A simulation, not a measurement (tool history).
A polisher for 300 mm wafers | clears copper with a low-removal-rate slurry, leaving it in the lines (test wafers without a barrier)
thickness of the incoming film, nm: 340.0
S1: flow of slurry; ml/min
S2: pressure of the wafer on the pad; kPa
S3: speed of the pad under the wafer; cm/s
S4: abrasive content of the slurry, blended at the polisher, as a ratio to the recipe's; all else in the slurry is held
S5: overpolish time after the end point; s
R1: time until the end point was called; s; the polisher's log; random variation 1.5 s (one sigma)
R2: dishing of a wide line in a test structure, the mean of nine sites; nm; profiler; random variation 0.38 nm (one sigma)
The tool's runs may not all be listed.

Run 1, hour 0: S1 310 ml/min, S2 20 kPa, S3 142 cm/s, S4 1, S5 16 s. Result: R1 79.487 s, R2 44.921 nm.
Run 2, hour 5.9: S1 310 ml/min, S2 20 kPa, S3 126 cm/s, S4 1, S5 16 s. Result: R1 91.71 s, R2 41.709 nm.
Run 3, hour 13.6: S1 270 ml/min, S2 20 kPa, S3 126 cm/s, S4 1, S5 16 s. Result: R1 88.126 s, R2 40.446 nm.
Run 4, hour 21.4: S1 270 ml/min, S2 16.5 kPa, S3 126 cm/s, S4 1, S5 16 s. Result: R1 107.4 s, R2 34.215 nm.
Run 5, hour 24.6: S1 265 ml/min, S2 17.2 kPa, S3 128 cm/s, S4 1, S5 14 s. Result: R1 100.93 s, R2 32.001 nm.
Run 6, hour 26.4: S1 260 ml/min, S2 17.9 kPa, S3 130 cm/s, S4 1, S5 13 s. Result: R1 97.455 s, R2 31.441 nm.
Run 7, hour 29.6: S1 255 ml/min, S2 17.9 kPa, S3 130 cm/s, S4 1, S5 12 s. Result: R1 99.576 s, R2 29.282 nm.

Forecast run 8:
Run 8, hour 34.1: S1 270 ml/min, S2 20 kPa, S3 132 cm/s, S4 1, S5 9 s. Result: R1 ?, R2 ?.

Run 8 gave R1 85.409 s, R2 25.452 nm.
